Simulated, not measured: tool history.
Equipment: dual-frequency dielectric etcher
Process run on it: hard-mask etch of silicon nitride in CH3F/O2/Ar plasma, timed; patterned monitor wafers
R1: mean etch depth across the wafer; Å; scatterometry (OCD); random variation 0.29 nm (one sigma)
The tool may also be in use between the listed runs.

Run 1, day 0: source power (kW) 0.39, bias power (kW) 0.075, etch time (s) 144.5. Result: R1 948.31 Å.
Run 2, day 0.079: source power (kW) 0.39, bias power (kW) 0.088, etch time (s) 144.5. Result: R1 991.65 Å.
Run 3, day 0.358: source power (kW) 0.36, bias power (kW) 0.082, etch time (s) 142. Result: R1 922.44 Å.
Run 4, day 0.4: source power (kW) 0.36, bias power (kW) 0.095, etch time (s) 142. Result: R1 961.18 Å.
Run 5, day 0.517: source power (kW) 0.34, bias power (kW) 0.09, etch time (s) 140. Result: R1 909.35 Å.
Run 6, day 0.712: source power (kW) 0.34, bias power (kW) 0.09, etch time (s) 144.5. Result: R1 930.69 Å.
Run 7, day 0.988: source power (kW) 0.34, bias power (kW) 0.09, etch time (s) 144.5. Result: R1 935.32 Å.

Predict the results of run 8:
Run 8, day 1.246: source power (kW) 0.32, bias power (kW) 0.086, etch time (s) 142.5. Result: R1 ?.

Logged for run 8: R1 882.21 Å.
